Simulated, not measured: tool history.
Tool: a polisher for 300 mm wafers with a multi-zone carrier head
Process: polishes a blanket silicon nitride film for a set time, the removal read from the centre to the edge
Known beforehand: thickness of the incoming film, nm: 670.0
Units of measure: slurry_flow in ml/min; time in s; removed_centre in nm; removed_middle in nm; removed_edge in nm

run	hour	slurry_flow	centre_zone	middle_zone	edge_zone	time	removed_centre	removed_middle	removed_edge
1	0	260	1	1	1	35	71.925	73.622	72.689
2	4.7	260	1	1	1.08	35	72.643	73.739	79.589
3	12.9	225	1	1	1.08	35	71.891	71.379	75.961
4	19.9	235	1.05	1.04	1.07	38	83.287	81.065	83.077
5	24.4	235	1.05	1.04	1.07	34	73.565	71.223	73.655
6	29.3	235	1.05	1.11	1.07	34	71.684	75.578	74.554
7	34.1	305	1.15	1.17	1	44	106.45	105.5	96.641
8	39.1	310	1.16	1.17	1	45	111.67	110.92	95.544
9	39.8	305	1.16	1.16	1.03	46	112.69	110.09	98.928

For run 10, what comes out?
10	40.7	305	1.16	1.15	1.04	47	?	?	?

Logged for run 10: removed_centre 115.2 nm, removed_middle 110.28 nm, removed_edge 104.02 nm.
